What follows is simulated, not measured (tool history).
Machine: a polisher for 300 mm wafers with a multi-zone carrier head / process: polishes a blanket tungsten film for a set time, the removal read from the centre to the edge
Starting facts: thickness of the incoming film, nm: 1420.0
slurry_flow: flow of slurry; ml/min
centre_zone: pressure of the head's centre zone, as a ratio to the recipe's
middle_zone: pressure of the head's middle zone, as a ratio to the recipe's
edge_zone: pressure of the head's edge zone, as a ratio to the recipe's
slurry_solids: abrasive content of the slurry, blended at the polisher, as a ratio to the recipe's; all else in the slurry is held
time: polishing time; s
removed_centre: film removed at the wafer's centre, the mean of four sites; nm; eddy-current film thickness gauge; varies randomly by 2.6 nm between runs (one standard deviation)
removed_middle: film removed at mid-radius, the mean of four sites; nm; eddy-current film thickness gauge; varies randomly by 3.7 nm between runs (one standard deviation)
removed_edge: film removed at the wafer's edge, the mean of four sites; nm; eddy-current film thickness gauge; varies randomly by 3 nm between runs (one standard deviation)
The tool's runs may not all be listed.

| run | day | slurry_flow | centre_zone | middle_zone | edge_zone | slurry_solids | time | removed_centre | removed_middle | removed_edge |
|---|---|---|---|---|---|---|---|---|---|---|
| 1 | 0.000 | 260 | 1.00 | 1.00 | 1.00 | 1.00 | 54 | 420.89 | 381.62 | 391.09 |
| 2 | 0.242 | 260 | 1.00 | 1.00 | 1.00 | 0.85 | 54 | 397.29 | 358.96 | 375.37 |
| 3 | 0.554 | 255 | 1.01 | 0.99 | 0.98 | 0.85 | 54 | 403.67 | 353.29 | 372.35 |
| 4 | 0.638 | 255 | 1.01 | 0.99 | 0.98 | 1.05 | 54 | 429.83 | 377.72 | 383.53 |
| 5 | 0.850 | 285 | 1.01 | 0.99 | 0.98 | 1.05 | 54 | 438.28 | 386.94 | 393.01 |
| 6 | 1.071 | 325 | 1.01 | 0.99 | 0.98 | 1.05 | 54 | 439.39 | 385.93 | 404.89 |
| 7 | 1.112 | 315 | 1.01 | 0.97 | 0.96 | 1.05 | 54 | 439.47 | 378.74 | 392.68 |
| 8 | 1.196 | 305 | 1.00 | 0.95 | 0.95 | 1.05 | 54 | 431.44 | 374.22 | 390.41 |
| 9 | 1.446 | 300 | 1.00 | 0.94 | 0.94 | 1.00 | 54 | 431.29 | 363.66 | 387.47 |
| 10 | 1.762 | 290 | 1.00 | 0.93 | 0.93 | 0.95 | 54 | 424.42 | 356.32 | 377.51 |
| 11 | 2.042 | 285 | 1.00 | 0.92 | 0.92 | 0.95 | 54 | 416.69 | 356.66 | 375.75 |
| 12 | 2.308 | 280 | 1.01 | 0.91 | 0.91 | 0.90 | 54 | 412.01 | 344.61 | 364.93 |
| 13 | 2.525 | 275 | 1.01 | 0.90 | 0.90 | 0.90 | 54 | 416.90 | 348.69 | 367.81 |
| 14 | 2.871 | 275 | 1.01 | 0.90 | 0.90 | 0.90 | 54 | 409.75 | 334.96 | 366.97 |

Expected results for the next run?
| 15 | 2.975 | 270 | 1.01 | 0.90 | 0.89 | 0.90 | 54 | ? | ? | ? |

removed_centre: 409.27 nm
removed_middle: 337.93 nm
removed_edge: 363.17 nm
